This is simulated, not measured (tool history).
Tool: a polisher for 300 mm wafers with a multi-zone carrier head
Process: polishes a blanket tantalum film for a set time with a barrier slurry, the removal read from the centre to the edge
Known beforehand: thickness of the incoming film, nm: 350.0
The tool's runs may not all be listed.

run,hour,flow of slurry (ml/min),pressure of the head's centre zone,pressure of the head's middle zone,pressure of the head's edge zone,abrasive content of the slurry,polishing time (s),film removed at the wafer's centre (Å),film removed at mid-radius (Å),film removed at the wafer's edge (Å)
1,0,235,1,1,1,1,56,1060.4,1030.8,1081.2
2,7.4,230,0.99,0.98,0.99,0.95,54,967.13,959.28,1024.4
3,14.9,230,0.99,0.97,0.98,0.9,52,932.2,920.57,970.34
4,23.6,225,0.99,0.96,0.98,0.85,50,887.94,862.17,916.21
5,27.6,225,1.02,0.96,0.98,0.85,50,912.7,853.01,901.79
6,30.5,225,1.02,1.03,0.98,0.85,50,922.08,924.91,908.77
7,34.4,220,1.01,1.01,0.98,0.8,49,882.08,874.71,892.46
8,39.3,220,1,0.99,0.97,0.75,48,833.8,823.38,826.61
9,46.8,215,0.99,0.97,0.97,0.7,47,796.8,769.05,822.84
10,50.3,215,0.98,0.96,0.96,0.7,46,771.08,746.48,774.61
# hour 59.1: edge zone pressure recalibrated
11,59.1,210,0.96,0.95,0.95,0.7,46,752.79,738.88,775.94
12,65.5,205,0.95,0.94,0.94,0.7,46,745.21,740.62,734.93
13,69.7,205,0.94,0.93,0.94,0.7,46,725.43,732.65,767.54

The next listed run, before its measurement:
14,73.8,205,0.94,0.92,0.94,0.7,45,?,?,?

film removed at the wafer's centre (Å): 716.2
film removed at mid-radius (Å): 703.34
film removed at the wafer's edge (Å): 724.21
